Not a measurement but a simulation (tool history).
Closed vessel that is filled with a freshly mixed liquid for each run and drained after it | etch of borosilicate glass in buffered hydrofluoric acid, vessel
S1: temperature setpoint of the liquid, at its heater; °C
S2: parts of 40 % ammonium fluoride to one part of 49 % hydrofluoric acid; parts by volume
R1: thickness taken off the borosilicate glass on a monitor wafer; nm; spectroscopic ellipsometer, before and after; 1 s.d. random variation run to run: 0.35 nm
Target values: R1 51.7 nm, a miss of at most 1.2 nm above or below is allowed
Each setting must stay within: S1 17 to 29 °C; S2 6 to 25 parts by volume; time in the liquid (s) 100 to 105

Run 1, hour 0: S1 21 °C, S2 15.5 parts by volume, time in the liquid (s) 100. Result: R1 73.19 nm.
Run 2, hour 7.7: S1 21 °C, S2 19 parts by volume, time in the liquid (s) 100. Result: R1 60.246 nm.
Run 3, hour 15.3: S1 23 °C, S2 19 parts by volume, time in the liquid (s) 100. Result: R1 66.931 nm.
Run 4, hour 17.7: S1 22.5 °C, S2 19 parts by volume, time in the liquid (s) 100. Result: R1 65.239 nm.
Run 5, hour 20.9: S1 22.5 °C, S2 17.5 parts by volume, time in the liquid (s) 100. Result: R1 70.454 nm.
Run 6, hour 29.3: S1 22 °C, S2 17.5 parts by volume, time in the liquid (s) 100. Result: R1 68.739 nm.
Run 7, hour 33: S1 21.5 °C, S2 17.5 parts by volume, time in the liquid (s) 100. Result: R1 67.283 nm.
At hour 33.7: hydrofluoric acid flow meter replaced.
Run 8, hour 33.7: S1 21 °C, S2 17.5 parts by volume, time in the liquid (s) 100. Result: R1 61.181 nm.
Run 9, hour 35.2: S1 20 °C, S2 17.5 parts by volume, time in the liquid (s) 100. Result: R1 57.909 nm.
Run 10, hour 40.8: S1 20 °C, S2 17.5 parts by volume, time in the liquid (s) 100. Result: R1 57.312 nm.
Run 11, hour 47.3: S1 20 °C, S2 17.5 parts by volume, time in the liquid (s) 100. Result: R1 58.187 nm.
Run 12, hour 55.4: S1 19 °C, S2 17.5 parts by volume, time in the liquid (s) 100. Result: R1 54.943 nm.
Run 13, hour 56.7: S1 18.5 °C, S2 17.5 parts by volume, time in the liquid (s) 100. Result: R1 53.69 nm.

4 next moves are on the table. One of them brings every result within its allowed miss. Which?
Run A, hour 58: S1 17.5 °C, S2 17 parts by volume, time in the liquid (s) 100. Result: R1 ?.
Run B, hour 58: S1 17 °C, S2 16 parts by volume, time in the liquid (s) 100. Result: R1 ?.
Run C, hour 58: S1 19 °C, S2 17.5 parts by volume, time in the liquid (s) 105. Result: R1 ?.
Run D, hour 58: S1 20 °C, S2 19 parts by volume, time in the liquid (s) 105. Result: R1 ?.

move      R1
   A  52.794
   B  54.528
   C  58.543
   D   57.01
A: all results land within tolerance of their targets
B: misses by more than the last run did
C: misses by more than the last run did
D: misses by more than the last run did
Move A is the one to make.

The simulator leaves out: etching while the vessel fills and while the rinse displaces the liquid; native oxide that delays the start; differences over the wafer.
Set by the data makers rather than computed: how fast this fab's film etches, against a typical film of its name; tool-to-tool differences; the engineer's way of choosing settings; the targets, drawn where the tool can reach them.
